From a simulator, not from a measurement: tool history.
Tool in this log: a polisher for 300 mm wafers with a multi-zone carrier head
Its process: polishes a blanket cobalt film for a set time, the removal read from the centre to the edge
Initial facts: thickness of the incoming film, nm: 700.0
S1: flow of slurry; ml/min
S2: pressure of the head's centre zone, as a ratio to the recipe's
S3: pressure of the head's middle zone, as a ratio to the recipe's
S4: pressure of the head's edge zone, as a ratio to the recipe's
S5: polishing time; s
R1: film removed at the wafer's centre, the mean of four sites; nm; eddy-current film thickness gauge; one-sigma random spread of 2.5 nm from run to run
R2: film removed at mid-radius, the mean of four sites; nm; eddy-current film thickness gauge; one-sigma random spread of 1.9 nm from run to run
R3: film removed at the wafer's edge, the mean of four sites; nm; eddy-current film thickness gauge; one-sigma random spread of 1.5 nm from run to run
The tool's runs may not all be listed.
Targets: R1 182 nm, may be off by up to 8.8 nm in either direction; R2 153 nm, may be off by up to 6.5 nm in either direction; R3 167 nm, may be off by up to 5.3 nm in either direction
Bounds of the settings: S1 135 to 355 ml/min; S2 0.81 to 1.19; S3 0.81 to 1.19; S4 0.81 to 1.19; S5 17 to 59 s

run	hour	S1	S2	S3	S4	S5	R1	R2	R3
1	0	225	1	1	1	38	140.32	148.46	143.86
2	2.5	230	1.02	0.99	1.02	38	152.93	139.43	148.82
3	8.7	235	1.02	1	1.03	38	150.91	141.48	150.65
4	9.4	215	1.02	1	1.03	38	145.52	143.34	148.49
5	14.1	215	1.02	0.95	1.03	38	147.02	136.19	149
6	15.1	225	1.03	0.96	1.03	38	152.27	141.16	148.43
7	16.7	230	1.03	0.97	1.04	38	147.18	142.88	151.54
8	21.5	235	1.05	0.97	1.04	38	156.71	144.77	150.32
9	29.8	245	1.06	0.97	1.05	38	156.57	142.08	151.11

4 candidate next runs follow, results not yet known. Just one meets every target within its allowed miss. Identify it.
A	38.1	245	1.11	0.93	1.04	42	?	?	?
B	38.1	250	0.99	0.9	1.19	37	?	?	?
C	38.1	285	1.08	0.82	1.01	41	?	?	?
D	38.1	230	0.9	0.87	1.19	37	?	?	?

move	R1	R2	R3
A	184.3	150.7	166.17
B	145.07	129.57	157.14
C	178.38	135	162.34
D	130.15	124.67	155.91
A: hits every target within its allowed miss
B: its largest miss is bigger than the last run's
C: the worst result of the last run now meets its target, but another is out of spec
D: its largest miss is bigger than the last run's
Go with A: it meets all targets.

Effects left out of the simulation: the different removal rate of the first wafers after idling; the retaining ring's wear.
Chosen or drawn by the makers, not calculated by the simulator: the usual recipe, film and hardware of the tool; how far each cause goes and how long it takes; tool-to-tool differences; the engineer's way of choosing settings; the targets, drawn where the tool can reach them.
